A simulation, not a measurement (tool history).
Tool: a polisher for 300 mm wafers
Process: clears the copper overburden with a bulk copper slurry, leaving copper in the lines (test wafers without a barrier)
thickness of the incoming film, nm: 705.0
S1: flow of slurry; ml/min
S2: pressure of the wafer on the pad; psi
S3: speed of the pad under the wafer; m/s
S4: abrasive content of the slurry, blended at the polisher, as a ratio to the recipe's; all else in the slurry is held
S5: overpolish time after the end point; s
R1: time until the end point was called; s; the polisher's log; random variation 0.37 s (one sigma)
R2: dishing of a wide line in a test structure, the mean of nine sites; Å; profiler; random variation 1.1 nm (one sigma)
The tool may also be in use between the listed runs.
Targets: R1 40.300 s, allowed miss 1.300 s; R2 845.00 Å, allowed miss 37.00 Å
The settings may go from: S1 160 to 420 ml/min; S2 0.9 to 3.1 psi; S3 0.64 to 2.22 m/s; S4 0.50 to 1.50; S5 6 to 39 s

{"run": 1, "day": 0.0, "S1": 270, "S2": 2.0, "S3": 1.42, "S4": 1.0, "S5": 20, "R1": 65.285, "R2": 715.47}
{"run": 2, "day": 0.3, "S1": 270, "S2": 2.2, "S3": 1.42, "S4": 1.0, "S5": 19, "R1": 60.915, "R2": 724.15}
{"run": 3, "day": 0.608, "S1": 225, "S2": 2.2, "S3": 1.42, "S4": 1.0, "S5": 19, "R1": 61.873, "R2": 721.77}
{"run": 4, "day": 0.692, "S1": 235, "S2": 2.4, "S3": 1.42, "S4": 1.0, "S5": 18, "R1": 57.013, "R2": 737.41}
{"run": 5, "day": 1.017, "S1": 235, "S2": 2.4, "S3": 1.42, "S4": 1.0, "S5": 24, "R1": 57.01, "R2": 807.68}
{"run": 6, "day": 1.221, "S1": 235, "S2": 2.4, "S3": 1.42, "S4": 1.15, "S5": 24, "R1": 55.586, "R2": 809.62}
{"run": 7, "day": 1.271, "S1": 245, "S2": 2.6, "S3": 1.42, "S4": 1.15, "S5": 22, "R1": 51.45, "R2": 825.57}
{"run": 8, "day": 1.454, "S1": 250, "S2": 2.7, "S3": 1.44, "S4": 1.15, "S5": 20, "R1": 49.775, "R2": 812.86}
{"run": 9, "day": 1.592, "S1": 250, "S2": 2.8, "S3": 1.46, "S4": 1.15, "S5": 19, "R1": 46.836, "R2": 815.73}
{"run": 10, "day": 1.854, "S1": 260, "S2": 3.1, "S3": 1.48, "S4": 1.15, "S5": 17, "R1": 42.374, "R2": 852.11}
{"run": 11, "day": 1.908, "S1": 260, "S2": 3.1, "S3": 1.5, "S4": 1.15, "S5": 17, "R1": 42.125, "R2": 821.79}
{"run": 12, "day": 2.129, "S1": 260, "S2": 3.1, "S3": 1.52, "S4": 1.15, "S5": 17, "R1": 41.963, "R2": 818.45}
{"run": 13, "day": 2.454, "S1": 260, "S2": 3.1, "S3": 1.54, "S4": 1.15, "S5": 17, "R1": 41.955, "R2": 831.83}

Which of these 4 next moves meets every target?
{"run": "A", "day": 2.779, "S1": 275, "S2": 3.0, "S3": 1.48, "S4": 1.05, "S5": 19, "R1": "?", "R2": "?"}
{"run": "B", "day": 2.779, "S1": 265, "S2": 3.0, "S3": 1.86, "S4": 0.95, "S5": 18, "R1": "?", "R2": "?"}
{"run": "C", "day": 2.779, "S1": 230, "S2": 3.1, "S3": 1.32, "S4": 1.2, "S5": 17, "R1": "?", "R2": "?"}
{"run": "D", "day": 2.779, "S1": 260, "S2": 3.0, "S3": 1.46, "S4": 1.15, "S5": 22, "R1": "?", "R2": "?"}

move=A R1=45.552 R2=847.26
move=B R1=40.513 R2=859.95
move=C R1=46.612 R2=820.78
move=D R1=45.130 R2=876.50
A: further off than the last run
B: meets every target
C: further off than the last run
D: further off than the last run
The right move is B.
